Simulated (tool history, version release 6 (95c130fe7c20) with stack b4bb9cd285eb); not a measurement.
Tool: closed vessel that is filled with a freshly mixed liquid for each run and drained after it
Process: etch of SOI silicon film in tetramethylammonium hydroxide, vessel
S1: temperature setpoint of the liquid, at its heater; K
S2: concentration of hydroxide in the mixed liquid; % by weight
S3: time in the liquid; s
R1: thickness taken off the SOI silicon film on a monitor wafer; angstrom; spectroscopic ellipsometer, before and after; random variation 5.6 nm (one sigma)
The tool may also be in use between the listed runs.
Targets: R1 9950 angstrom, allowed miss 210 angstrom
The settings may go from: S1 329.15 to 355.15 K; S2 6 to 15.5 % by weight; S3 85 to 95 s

run,hour,S1,S2,S3,R1
1,0,342.15,10.5,85,5926.6
2,1.1,342.15,10.5,95,6598.4
3,9.6,342.65,10.5,95,6785.1
4,18.4,342.65,11.5,95,6557.1
5,27,342.65,11.5,85,5861.4
6,32.3,347.65,11.5,85,7891.2
7,40,348.15,11.5,85,8048.3
8,44.5,348.65,11.5,85,8281.8
9,53,349.15,11.5,85,8522
10,56.1,349.15,11.5,85,8542.9
11,60.8,349.65,11.5,85,8759

5 next moves are on the table. One of them brings every result within its allowed miss. Which?
A,65.5,347.15,14.5,95,?
B,65.5,352.15,12,85,?
C,65.5,348.15,12,85,?
D,65.5,349.15,12.5,95,?
E,65.5,348.15,11,95,?

move,R1
A,7693.4
B,9976.8
C,7962.4
D,9260.5
E,9200.3
A: further off than the last run
B: meets every target
C: further off than the last run
D: nearer than the last run, and not there yet
E: nearer than the last run, and not there yet
Answer: B

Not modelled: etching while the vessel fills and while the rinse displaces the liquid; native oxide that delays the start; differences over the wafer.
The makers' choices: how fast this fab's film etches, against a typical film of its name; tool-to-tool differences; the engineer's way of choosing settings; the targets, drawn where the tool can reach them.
